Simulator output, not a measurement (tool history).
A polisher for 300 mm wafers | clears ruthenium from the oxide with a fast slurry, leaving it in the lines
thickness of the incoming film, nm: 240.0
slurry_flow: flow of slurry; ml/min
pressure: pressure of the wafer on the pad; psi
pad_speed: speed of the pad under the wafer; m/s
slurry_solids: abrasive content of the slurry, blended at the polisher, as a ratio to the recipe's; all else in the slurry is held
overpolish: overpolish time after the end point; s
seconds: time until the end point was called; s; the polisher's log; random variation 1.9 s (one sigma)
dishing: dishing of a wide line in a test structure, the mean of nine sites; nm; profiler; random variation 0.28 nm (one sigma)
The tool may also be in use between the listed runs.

run,hour,slurry_flow,pressure,pad_speed,slurry_solids,overpolish,seconds,dishing
1,0.0,200,2.1,0.96,1.00,17,89.142,34.117
2,6.7,200,1.8,0.96,1.00,17,103.040,30.527
3,8.8,200,2.0,0.86,1.00,14,101.130,26.424
4,17.0,220,2.0,0.86,1.00,14,101.470,26.585
5,24.4,240,2.0,0.86,1.00,14,98.327,26.413
6,27.9,240,2.0,0.98,1.00,14,88.194,29.079

Forecast run 7:
7,29.2,260,1.9,1.00,0.85,12,?,?

{"run 7": {"seconds": 100.99, "dishing": 22.357}}
